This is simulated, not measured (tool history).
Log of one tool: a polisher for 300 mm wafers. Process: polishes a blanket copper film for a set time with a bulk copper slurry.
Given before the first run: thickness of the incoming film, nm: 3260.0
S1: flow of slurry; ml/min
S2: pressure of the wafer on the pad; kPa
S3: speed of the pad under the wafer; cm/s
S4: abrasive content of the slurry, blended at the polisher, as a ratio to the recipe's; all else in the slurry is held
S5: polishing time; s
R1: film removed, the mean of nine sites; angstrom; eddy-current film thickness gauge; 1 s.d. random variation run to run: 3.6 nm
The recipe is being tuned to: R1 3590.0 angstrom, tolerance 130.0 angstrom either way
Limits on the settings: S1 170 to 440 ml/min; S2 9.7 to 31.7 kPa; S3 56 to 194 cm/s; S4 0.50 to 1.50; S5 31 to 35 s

run    day   S1    S2   S3    S4  S5      R1
  1  0.000  280  20.7  124  1.00  35  4159.4
  2  0.338  280  20.7  124  1.00  35  4160.8
  3  0.596  280  24.1  124  1.00  35  4871.4
  4  0.975  315  24.1  124  1.00  35  4915.5
  5  1.162  315  29.0  124  1.00  35  5788.2
  6  1.292  315  26.2  122  1.00  35  5232.3
  7  1.392  315  24.1  122  1.00  35  4790.6
  8  1.567  315  22.8  122  1.00  35  4502.7
  9  1.938  315  17.2  120  1.00  35  3401.8

Which single option among these 5 for the next run brings every result within its allowed miss of target? Just one does.
  A  2.308  270  13.8  182  0.70  35   ?
  B  2.308  350  14.5  158  1.15  35   ?
  C  2.308  320  18.6  116  1.00  32   ?
  D  2.308  290  20.7  116  1.05  32   ?
  E  2.308  375  19.3  118  1.10  35   ?

move      R1
   A  3853.8
   B  3895.4
   C  3257.9
   D  3612.2
   E  3857.1
A: the result that was furthest off in the last run now lies on the other side of its target
B: the result that was furthest off in the last run now lies on the other side of its target
C: further off than the last run
D: in spec on every target
E: the result that was furthest off in the last run now lies on the other side of its target
The move that meets every target is D.
